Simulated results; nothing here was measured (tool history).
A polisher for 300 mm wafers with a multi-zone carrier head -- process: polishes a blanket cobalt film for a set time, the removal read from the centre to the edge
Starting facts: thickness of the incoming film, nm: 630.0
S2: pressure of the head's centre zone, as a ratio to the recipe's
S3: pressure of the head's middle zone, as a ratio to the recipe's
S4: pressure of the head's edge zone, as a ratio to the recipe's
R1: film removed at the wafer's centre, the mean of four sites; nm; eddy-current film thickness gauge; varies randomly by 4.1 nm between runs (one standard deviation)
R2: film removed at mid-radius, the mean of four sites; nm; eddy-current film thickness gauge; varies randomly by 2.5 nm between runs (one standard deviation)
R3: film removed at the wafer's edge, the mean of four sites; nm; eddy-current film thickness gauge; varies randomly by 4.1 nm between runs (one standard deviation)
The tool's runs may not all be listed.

run 1 hour=0.0 | flow_of_slurry_(ml/min)=210 S2=1.00 S3=1.00 S4=1.00 polishing_time_(s)=42 | R1=247.20 R2=255.78 R3=256.04
run 2 hour=5.5 | flow_of_slurry_(ml/min)=215 S2=1.02 S3=0.99 S4=1.03 polishing_time_(s)=43 | R1=259.46 R2=261.24 R3=268.06
run 3 hour=6.8 | flow_of_slurry_(ml/min)=220 S2=1.04 S3=0.98 S4=1.05 polishing_time_(s)=44 | R1=272.77 R2=263.12 R3=272.75
run 4 hour=12.8 | flow_of_slurry_(ml/min)=220 S2=1.04 S3=0.98 S4=1.09 polishing_time_(s)=44 | R1=265.39 R2=266.79 R3=279.55
run 5 hour=19.5 | flow_of_slurry_(ml/min)=220 S2=1.13 S3=0.98 S4=1.09 polishing_time_(s)=44 | R1=293.47 R2=261.95 R3=281.49
run 6 hour=23.5 | flow_of_slurry_(ml/min)=225 S2=1.14 S3=0.97 S4=1.10 polishing_time_(s)=45 | R1=302.41 R2=265.77 R3=287.78
run 7 hour=30.1 | flow_of_slurry_(ml/min)=225 S2=1.15 S3=0.96 S4=1.11 polishing_time_(s)=46 | R1=315.41 R2=270.48 R3=290.69
run 8 hour=33.4 | flow_of_slurry_(ml/min)=215 S2=1.15 S3=0.95 S4=1.12 polishing_time_(s)=47 | R1=321.81 R2=273.86 R3=304.55

Run 9, settings as shown, results not yet in. Your forecast:
run 9 hour=41.7 | flow_of_slurry_(ml/min)=215 S2=1.15 S3=0.95 S4=1.13 polishing_time_(s)=47 | R1=? R2=? R3=?

{"run 9": {"R1": 318.73, "R2": 277.0, "R3": 305.06}}
